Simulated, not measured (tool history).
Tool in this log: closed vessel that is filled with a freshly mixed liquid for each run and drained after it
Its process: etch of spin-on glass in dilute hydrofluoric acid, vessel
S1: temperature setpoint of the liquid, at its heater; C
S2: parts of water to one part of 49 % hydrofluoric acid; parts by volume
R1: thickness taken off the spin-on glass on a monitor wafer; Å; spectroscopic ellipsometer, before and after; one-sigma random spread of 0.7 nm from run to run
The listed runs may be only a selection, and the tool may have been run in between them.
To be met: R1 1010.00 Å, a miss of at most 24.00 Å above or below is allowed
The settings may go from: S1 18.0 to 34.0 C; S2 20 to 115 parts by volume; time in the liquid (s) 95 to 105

Run 1, hour 0.0: S1 26.0 C, S2 65 parts by volume, time in the liquid (s) 95. Result: R1 531.91 Å.
Run 2, hour 2.8: S1 28.5 C, S2 65 parts by volume, time in the liquid (s) 95. Result: R1 592.11 Å.
Run 3, hour 10.2: S1 30.0 C, S2 60 parts by volume, time in the liquid (s) 95. Result: R1 681.97 Å.
Run 4, hour 15.1: S1 31.0 C, S2 55 parts by volume, time in the liquid (s) 95. Result: R1 785.74 Å.
Run 5, hour 19.6: S1 31.0 C, S2 55 parts by volume, time in the liquid (s) 95. Result: R1 776.01 Å.
Run 6, hour 28.1: S1 31.0 C, S2 55 parts by volume, time in the liquid (s) 95. Result: R1 787.02 Å.
Run 7, hour 33.7: S1 34.0 C, S2 45 parts by volume, time in the liquid (s) 95. Result: R1 1098.00 Å.
Run 8, hour 35.9: S1 33.5 C, S2 45 parts by volume, time in the liquid (s) 95. Result: R1 1068.80 Å.
Run 9, hour 44.0: S1 33.0 C, S2 45 parts by volume, time in the liquid (s) 95. Result: R1 1043.00 Å.

Which of these 4 next moves meets every target?
Run A, hour 52.1: S1 33.5 C, S2 50 parts by volume, time in the liquid (s) 95. Result: R1 ?.
Run B, hour 52.1: S1 33.5 C, S2 45 parts by volume, time in the liquid (s) 95. Result: R1 ?.
Run C, hour 52.1: S1 30.5 C, S2 40 parts by volume, time in the liquid (s) 95. Result: R1 ?.
Run D, hour 52.1: S1 32.0 C, S2 45 parts by volume, time in the liquid (s) 95. Result: R1 ?.

move       R1
   A   946.91
   B  1060.10
   C  1068.50
   D  1000.20
A: takes the result that was furthest off past its target
B: its largest miss is bigger than the last run's
C: its largest miss is bigger than the last run's
D: hits every target within its allowed miss
Move D is the one to make.

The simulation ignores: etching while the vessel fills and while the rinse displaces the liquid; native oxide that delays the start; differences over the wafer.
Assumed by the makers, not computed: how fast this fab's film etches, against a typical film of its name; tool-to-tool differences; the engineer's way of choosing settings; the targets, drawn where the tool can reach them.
